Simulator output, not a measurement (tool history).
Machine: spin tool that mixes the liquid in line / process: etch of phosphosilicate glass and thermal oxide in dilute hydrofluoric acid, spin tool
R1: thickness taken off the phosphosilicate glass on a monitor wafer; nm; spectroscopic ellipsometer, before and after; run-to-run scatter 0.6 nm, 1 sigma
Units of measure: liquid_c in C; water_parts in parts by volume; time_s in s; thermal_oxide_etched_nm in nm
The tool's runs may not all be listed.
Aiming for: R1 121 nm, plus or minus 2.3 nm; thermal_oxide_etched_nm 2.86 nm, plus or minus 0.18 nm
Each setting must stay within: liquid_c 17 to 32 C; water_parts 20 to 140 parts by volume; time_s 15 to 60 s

run 1 hour=0 | liquid_c=24 water_parts=75 time_s=30 | R1=80.728 thermal_oxide_etched_nm=1.9684
run 2 hour=2.3 | liquid_c=24 water_parts=75 time_s=40 | R1=107.72 thermal_oxide_etched_nm=2.5375
run 3 hour=2.9 | liquid_c=24 water_parts=50 time_s=40 | R1=166.61 thermal_oxide_etched_nm=4.0525
run 4 hour=3.7 | liquid_c=24 water_parts=35 time_s=40 | R1=244.94 thermal_oxide_etched_nm=5.7924
run 5 hour=5.5 | liquid_c=25.5 water_parts=35 time_s=40 | R1=258.53 thermal_oxide_etched_nm=6.1079
run 6 hour=6.7 | liquid_c=24 water_parts=40 time_s=40 | R1=209.38 thermal_oxide_etched_nm=5.0376
run 7 hour=8 | liquid_c=22.5 water_parts=40 time_s=40 | R1=199.98 thermal_oxide_etched_nm=4.6325
run 8 hour=13.6 | liquid_c=21.5 water_parts=45 time_s=40 | R1=168.77 thermal_oxide_etched_nm=3.8884
run 9 hour=16.6 | liquid_c=21 water_parts=45 time_s=40 | R1=163.96 thermal_oxide_etched_nm=3.8714
run 10 hour=20 | liquid_c=20 water_parts=45 time_s=40 | R1=158.58 thermal_oxide_etched_nm=3.8037
run 11 hour=22 | liquid_c=19.5 water_parts=45 time_s=40 | R1=154.05 thermal_oxide_etched_nm=3.6996
run 12 hour=24.2 | liquid_c=19 water_parts=45 time_s=40 | R1=151.54 thermal_oxide_etched_nm=3.5554
run 13 hour=26.6 | liquid_c=19 water_parts=45 time_s=40 | R1=151.24 thermal_oxide_etched_nm=3.5607
run 14 hour=34.8 | liquid_c=17 water_parts=55 time_s=40 | R1=111.8 thermal_oxide_etched_nm=2.6251
run 15 hour=36.9 | liquid_c=17.5 water_parts=55 time_s=40 | R1=114.84 thermal_oxide_etched_nm=2.7429
run 16 hour=41.2 | liquid_c=17.5 water_parts=55 time_s=40 | R1=114.84 thermal_oxide_etched_nm=2.7045
run 17 hour=46.2 | liquid_c=18 water_parts=55 time_s=40 | R1=116.56 thermal_oxide_etched_nm=2.757

Below are 5 possible settings for the next run. Only one of them brings all results inside the allowed miss of their targets. Which is it?
run A hour=51.2 | liquid_c=23.5 water_parts=45 time_s=25 | R1=? thermal_oxide_etched_nm=?
run B hour=51.2 | liquid_c=19.5 water_parts=60 time_s=40 | R1=? thermal_oxide_etched_nm=?
run C hour=51.2 | liquid_c=17.5 water_parts=35 time_s=25 | R1=? thermal_oxide_etched_nm=?
run D hour=51.2 | liquid_c=25.5 water_parts=30 time_s=15 | R1=? thermal_oxide_etched_nm=?
run E hour=51.2 | liquid_c=19.5 water_parts=50 time_s=35 | R1=? thermal_oxide_etched_nm=?

move=A R1=113.43 thermal_oxide_etched_nm=2.7491
move=B R1=112.98 thermal_oxide_etched_nm=2.7383
move=C R1=114.32 thermal_oxide_etched_nm=2.7708
move=D R1=113.19 thermal_oxide_etched_nm=2.7433
move=E R1=120.04 thermal_oxide_etched_nm=2.9093
A: the biggest miss grows against the last run
B: the biggest miss grows against the last run
C: the biggest miss grows against the last run
D: the biggest miss grows against the last run
E: meets every target
E is the move that brings every result within its allowed miss.
